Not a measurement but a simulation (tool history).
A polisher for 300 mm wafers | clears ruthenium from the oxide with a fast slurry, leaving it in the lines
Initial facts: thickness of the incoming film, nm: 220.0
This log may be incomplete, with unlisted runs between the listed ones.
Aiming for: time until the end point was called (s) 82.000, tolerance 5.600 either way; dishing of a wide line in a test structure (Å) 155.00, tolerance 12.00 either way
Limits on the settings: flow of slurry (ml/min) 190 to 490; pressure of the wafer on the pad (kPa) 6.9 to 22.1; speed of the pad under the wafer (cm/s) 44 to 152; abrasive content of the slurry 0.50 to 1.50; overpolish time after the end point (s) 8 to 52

run  hour  flow of slurry (ml/min)  pressure of the wafer on the pad (kPa)  speed of the pad under the wafer (cm/s)  abrasive content of the slurry  overpolish time after the end point (s)  time until the end point was called (s)  dishing of a wide line in a test structure (Å)
  1   0.0                      315                                    14.5                                       98                            1.00                                       26                                   57.931                                          593.80
  2   1.9                      315                                    14.5                                       98                            1.10                                       26                                   53.887                                          640.01
  3   6.5                      315                                    14.5                                      118                            1.10                                       26                                   44.136                                          736.30
  4  10.2                      300                                    13.8                                      112                            0.95                                       21                                   52.467                                          528.83
  5  14.2                      270                                    11.7                                      114                            0.85                                       17                                   64.853                                          367.41
  6  15.9                      310                                    11.7                                      114                            0.85                                       17                                   64.052                                          396.90
  7  22.4                      275                                    10.3                                      120                            0.75                                       15                                   75.713                                          311.43
  8  25.6                      250                                     9.7                                      124                            0.70                                       13                                   80.316                                          243.23
  9  29.7                      235                                     9.0                                      132                            0.65                                       12                                   85.061                                          213.46

Which of these 5 next moves meets every target?
  A  33.8                      275                                    13.1                                      120                            0.60                                        8                                        ?                                               ?
  B  33.8                      225                                    11.7                                      134                            0.65                                        8                                        ?                                               ?
  C  33.8                      190                                     8.3                                      146                            0.70                                        8                                        ?                                               ?
  D  33.8                      200                                    11.0                                      146                            0.55                                        8                                        ?                                               ?
  E  33.8                      260                                    10.3                                      106                            0.75                                       19                                        ?                                               ?

move  time until the end point was called (s)  dishing of a wide line in a test structure (Å)
   A                                   68.774                                          187.88
   B                                   67.076                                          192.33
   C                                   84.422                                          154.89
   D                                   73.414                                          176.72
   E                                   86.319                                          336.01
A: an improvement on the last run, though not all results are within tolerance
B: an improvement on the last run, though not all results are within tolerance
C: all results in spec
D: an improvement on the last run, though not all results are within tolerance
E: lands further from the targets than the last run did
C meets every target.

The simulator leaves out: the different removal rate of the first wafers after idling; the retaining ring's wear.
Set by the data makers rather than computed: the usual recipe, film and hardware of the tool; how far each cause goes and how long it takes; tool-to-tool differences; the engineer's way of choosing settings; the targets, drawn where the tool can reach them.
